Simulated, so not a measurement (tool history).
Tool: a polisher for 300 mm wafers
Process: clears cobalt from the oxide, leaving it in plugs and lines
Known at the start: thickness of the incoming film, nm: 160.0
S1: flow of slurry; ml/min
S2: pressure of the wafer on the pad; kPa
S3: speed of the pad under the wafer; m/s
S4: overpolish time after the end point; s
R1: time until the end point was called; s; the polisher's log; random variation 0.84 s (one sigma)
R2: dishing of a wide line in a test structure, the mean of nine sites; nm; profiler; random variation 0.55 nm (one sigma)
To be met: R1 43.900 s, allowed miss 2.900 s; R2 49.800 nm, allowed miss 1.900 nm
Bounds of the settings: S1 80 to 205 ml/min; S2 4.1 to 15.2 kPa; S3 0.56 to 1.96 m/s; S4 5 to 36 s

{"run": 1, "hour": 0.0, "S1": 135, "S2": 9.7, "S3": 1.26, "S4": 18, "R1": 48.437, "R2": 39.447}
{"run": 2, "hour": 7.1, "S1": 135, "S2": 11.7, "S3": 1.26, "S4": 18, "R1": 39.66, "R2": 43.947}
{"run": 3, "hour": 10.0, "S1": 135, "S2": 11.7, "S3": 0.98, "S4": 18, "R1": 49.634, "R2": 37.429}
{"run": 4, "hour": 15.9, "S1": 135, "S2": 11.7, "S3": 0.98, "S4": 15, "R1": 51.178, "R2": 34.163}
{"run": 5, "hour": 17.3, "S1": 135, "S2": 11.7, "S3": 1.0, "S4": 17, "R1": 48.172, "R2": 37.447}
{"hour": 24.3, "done": "worn pad replaced by a new one"}
{"run": 6, "hour": 24.3, "S1": 135, "S2": 11.7, "S3": 1.28, "S4": 17, "R1": 35.428, "R2": 45.125}
{"run": 7, "hour": 31.6, "S1": 135, "S2": 11.7, "S3": 1.28, "S4": 19, "R1": 35.479, "R2": 46.19}
{"run": 8, "hour": 34.1, "S1": 135, "S2": 11.0, "S3": 1.28, "S4": 21, "R1": 37.078, "R2": 48.496}
{"run": 9, "hour": 36.9, "S1": 135, "S2": 10.3, "S3": 1.28, "S4": 22, "R1": 41.128, "R2": 47.2}
{"run": 10, "hour": 39.5, "S1": 135, "S2": 10.3, "S3": 1.28, "S4": 23, "R1": 39.824, "R2": 47.764}
{"run": 11, "hour": 41.5, "S1": 130, "S2": 9.7, "S3": 1.28, "S4": 24, "R1": 43.464, "R2": 47.073}

5 next moves are on the table. One of them brings every result within its allowed miss. Which?
{"run": "A", "hour": 43.5, "S1": 160, "S2": 8.3, "S3": 1.4, "S4": 28, "R1": "?", "R2": "?"}
{"run": "B", "hour": 43.5, "S1": 125, "S2": 9.0, "S3": 1.34, "S4": 22, "R1": "?", "R2": "?"}
{"run": "C", "hour": 43.5, "S1": 165, "S2": 7.6, "S3": 1.5, "S4": 36, "R1": "?", "R2": "?"}
{"run": "D", "hour": 43.5, "S1": 100, "S2": 10.3, "S3": 1.22, "S4": 32, "R1": "?", "R2": "?"}
{"run": "E", "hour": 43.5, "S1": 140, "S2": 8.3, "S3": 1.26, "S4": 36, "R1": "?", "R2": "?"}

move=A R1=43.717 R2=50.611
move=B R1=43.966 R2=45.568
move=C R1=44.249 R2=54.710
move=D R1=43.744 R2=52.943
move=E R1=49.458 R2=52.984
A: meets every target
B: further off than the last run
C: takes the result that was furthest off past its target
D: takes the result that was furthest off past its target
E: takes the result that was furthest off past its target
Move A is the one to make.
